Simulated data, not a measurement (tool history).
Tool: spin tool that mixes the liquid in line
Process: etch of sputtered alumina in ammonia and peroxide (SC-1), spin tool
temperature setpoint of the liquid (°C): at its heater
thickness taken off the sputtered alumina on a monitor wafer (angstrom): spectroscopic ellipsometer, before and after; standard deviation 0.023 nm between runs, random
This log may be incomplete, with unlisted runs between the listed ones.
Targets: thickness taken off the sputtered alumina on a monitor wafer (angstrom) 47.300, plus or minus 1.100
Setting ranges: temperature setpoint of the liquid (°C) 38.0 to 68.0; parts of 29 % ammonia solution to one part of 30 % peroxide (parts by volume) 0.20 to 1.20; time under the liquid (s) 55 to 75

run,hour,temperature setpoint of the liquid (°C),parts of 29 % ammonia solution to one part of 30 % peroxide (parts by volume),time under the liquid (s),thickness taken off the sputtered alumina on a monitor wafer (angstrom)
1,0.0,52.0,0.90,75,29.605
2,4.2,54.0,0.90,75,32.844
3,10.0,55.5,0.90,75,35.750
4,14.5,58.0,0.90,75,40.475
5,20.0,51.5,0.90,75,28.678
6,20.6,53.5,0.90,75,31.901
7,29.6,55.0,0.90,75,34.896
8,33.0,56.0,0.90,75,36.696
9,40.9,57.0,0.90,75,38.463
10,44.5,58.0,0.90,75,40.349
11,50.6,58.5,0.90,75,41.258
12,53.5,59.0,0.90,75,43.290
13,61.5,59.5,0.90,75,43.976

Below are 4 possible settings for the next run. Only one of them brings all results inside the allowed miss of their targets. Which is it?
A,69.5,68.0,0.85,55,?
B,69.5,62.0,0.80,75,?
C,69.5,60.5,1.05,75,?
D,69.5,59.5,1.05,75,?

move,thickness taken off the sputtered alumina on a monitor wafer (angstrom)
A,49.003
B,49.337
C,46.901
D,44.556
A: pushes the last run's worst result past its target
B: pushes the last run's worst result past its target
C: all results land within tolerance of their targets
D: nearer the targets than the last run, but a result is still out of spec
Correct choice: C, which meets every target

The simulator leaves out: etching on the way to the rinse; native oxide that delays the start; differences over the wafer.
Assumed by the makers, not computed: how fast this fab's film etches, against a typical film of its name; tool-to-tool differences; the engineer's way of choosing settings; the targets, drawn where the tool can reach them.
